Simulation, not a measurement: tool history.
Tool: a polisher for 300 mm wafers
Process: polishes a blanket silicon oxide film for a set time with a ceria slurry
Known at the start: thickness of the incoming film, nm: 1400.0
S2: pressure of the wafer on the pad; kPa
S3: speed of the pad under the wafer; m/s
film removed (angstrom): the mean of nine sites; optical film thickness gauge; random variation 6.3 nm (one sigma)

run 1 hour=0 | flow_of_slurry_(ml/min)=190 S2=22.1 S3=1.18 polishing_time_(s)=69 | film_removed_(angstrom)=4257.2
run 2 hour=3.5 | flow_of_slurry_(ml/min)=190 S2=24.1 S3=1.18 polishing_time_(s)=69 | film_removed_(angstrom)=4530
run 3 hour=9.3 | flow_of_slurry_(ml/min)=190 S2=26.2 S3=1.18 polishing_time_(s)=69 | film_removed_(angstrom)=4926.6
run 4 hour=14.2 | flow_of_slurry_(ml/min)=155 S2=26.2 S3=1.18 polishing_time_(s)=69 | film_removed_(angstrom)=4755.5
run 5 hour=20 | flow_of_slurry_(ml/min)=165 S2=27.6 S3=1.18 polishing_time_(s)=69 | film_removed_(angstrom)=5085.7
run 6 hour=24.3 | flow_of_slurry_(ml/min)=175 S2=28.3 S3=1.18 polishing_time_(s)=69 | film_removed_(angstrom)=5189.9
run 7 hour=30.2 | flow_of_slurry_(ml/min)=180 S2=29 S3=1.18 polishing_time_(s)=69 | film_removed_(angstrom)=5310.7

Forecast run 8:
run 8 hour=31.4 | flow_of_slurry_(ml/min)=180 S2=29.6 S3=1.18 polishing_time_(s)=69 | film_removed_(angstrom)=?

Run 8 gave film removed (angstrom) 5456.6.
